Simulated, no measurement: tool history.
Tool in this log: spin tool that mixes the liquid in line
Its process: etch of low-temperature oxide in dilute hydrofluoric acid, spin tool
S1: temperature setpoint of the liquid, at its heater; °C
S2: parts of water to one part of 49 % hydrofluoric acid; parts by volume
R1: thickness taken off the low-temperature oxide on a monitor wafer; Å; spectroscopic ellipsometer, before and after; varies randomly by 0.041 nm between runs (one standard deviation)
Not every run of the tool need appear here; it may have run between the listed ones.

{"run": 1, "day": 0.0, "S1": 22, "S2": 220, "time under the liquid (s)": 55, "R1": 54.228}
{"run": 2, "day": 0.308, "S1": 22, "S2": 285, "time under the liquid (s)": 55, "R1": 39.408}
{"run": 3, "day": 0.496, "S1": 22, "S2": 255, "time under the liquid (s)": 55, "R1": 45.264}
{"run": 4, "day": 0.633, "S1": 24, "S2": 255, "time under the liquid (s)": 55, "R1": 48.902}
{"run": 5, "day": 0.725, "S1": 24, "S2": 255, "time under the liquid (s)": 55, "R1": 48.952}
{"run": 6, "day": 0.858, "S1": 24, "S2": 290, "time under the liquid (s)": 55, "R1": 41.699}
{"run": 7, "day": 1.112, "S1": 25, "S2": 275, "time under the liquid (s)": 55, "R1": 46.308}
{"run": 8, "day": 1.15, "S1": 26, "S2": 260, "time under the liquid (s)": 55, "R1": 51.376}
{"run": 9, "day": 1.3, "S1": 27, "S2": 250, "time under the liquid (s)": 55, "R1": 56.005}

Run 10 has not been measured yet. What should we expect?
{"run": 10, "day": 1.558, "S1": 30, "S2": 205, "time under the liquid (s)": 55, "R1": "?"}

{"run 10": {"R1": 79.581}}
